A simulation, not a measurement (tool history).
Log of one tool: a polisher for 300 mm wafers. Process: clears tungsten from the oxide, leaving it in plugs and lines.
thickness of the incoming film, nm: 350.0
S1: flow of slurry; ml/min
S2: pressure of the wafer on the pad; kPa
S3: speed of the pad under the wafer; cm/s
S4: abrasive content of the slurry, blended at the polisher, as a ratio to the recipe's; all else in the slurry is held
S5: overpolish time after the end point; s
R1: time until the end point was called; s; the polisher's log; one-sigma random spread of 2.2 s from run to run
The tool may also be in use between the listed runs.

Run 1, day 0.000: S1 265 ml/min, S2 17.2 kPa, S3 130 cm/s, S4 1.0, S5 33 s. Result: R1 67.361 s.
Run 2, day 0.079: S1 265 ml/min, S2 17.2 kPa, S3 162 cm/s, S4 1.0, S5 33 s. Result: R1 54.745 s.
Run 3, day 0.342: S1 265 ml/min, S2 15.9 kPa, S3 154 cm/s, S4 1.0, S5 33 s. Result: R1 62.943 s.
Run 4, day 0.538: S1 265 ml/min, S2 15.9 kPa, S3 154 cm/s, S4 1.0, S5 35 s. Result: R1 61.438 s.
Run 5, day 0.912: S1 265 ml/min, S2 14.5 kPa, S3 148 cm/s, S4 1.0, S5 35 s. Result: R1 70.226 s.
Run 6, day 1.238: S1 265 ml/min, S2 14.5 kPa, S3 148 cm/s, S4 0.9, S5 35 s. Result: R1 69.310 s.
Run 7, day 1.279: S1 265 ml/min, S2 13.1 kPa, S3 142 cm/s, S4 0.9, S5 35 s. Result: R1 82.837 s.
Run 8, day 1.350: S1 265 ml/min, S2 12.4 kPa, S3 140 cm/s, S4 0.9, S5 35 s. Result: R1 88.065 s.

What does the tool deliver on the next run?
Run 9, day 1.596: S1 265 ml/min, S2 11.7 kPa, S3 140 cm/s, S4 0.9, S5 35 s. Result: R1 ?.

Run 9 gave R1 92.132 s.

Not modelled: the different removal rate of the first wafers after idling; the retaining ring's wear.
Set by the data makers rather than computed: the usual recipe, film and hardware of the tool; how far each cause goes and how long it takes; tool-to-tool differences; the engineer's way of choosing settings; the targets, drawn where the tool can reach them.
